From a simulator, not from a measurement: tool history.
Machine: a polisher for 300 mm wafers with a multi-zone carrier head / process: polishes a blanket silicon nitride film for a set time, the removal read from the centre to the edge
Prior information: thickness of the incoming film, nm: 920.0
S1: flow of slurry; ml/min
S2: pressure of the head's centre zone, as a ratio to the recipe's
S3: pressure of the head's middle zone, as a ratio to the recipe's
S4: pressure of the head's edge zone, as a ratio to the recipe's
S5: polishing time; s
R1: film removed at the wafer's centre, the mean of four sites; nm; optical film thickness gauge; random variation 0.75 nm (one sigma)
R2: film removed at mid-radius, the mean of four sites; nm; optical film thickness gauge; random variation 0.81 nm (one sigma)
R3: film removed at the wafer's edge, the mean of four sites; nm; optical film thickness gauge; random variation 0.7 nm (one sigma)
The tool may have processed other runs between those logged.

run	hour	S1	S2	S3	S4	S5	R1	R2	R3
1	0.0	250	1.00	1.00	1.00	36	75.097	76.504	74.625
2	2.9	250	0.94	1.00	1.00	36	71.853	76.354	73.825
3	6.3	250	0.94	1.00	0.96	36	72.874	75.776	71.995
4	6.9	245	0.93	0.98	0.97	35	68.923	72.341	70.748
5	14.3	245	0.93	0.98	0.97	26	51.261	55.063	54.013
6	20.5	245	0.93	0.98	0.97	21	41.126	44.394	41.603
7	23.6	235	0.96	0.92	1.07	30	59.782	60.664	63.344
8	28.4	235	0.95	0.91	1.07	30	58.463	59.246	62.328
9	34.0	235	0.95	0.90	1.07	30	59.756	57.697	63.748

Run 10 comes next. What will it give?
10	39.2	235	0.94	0.90	1.07	30	?	?	?

R1: 58.949 nm
R2: 58.709 nm
R3: 63.797 nm
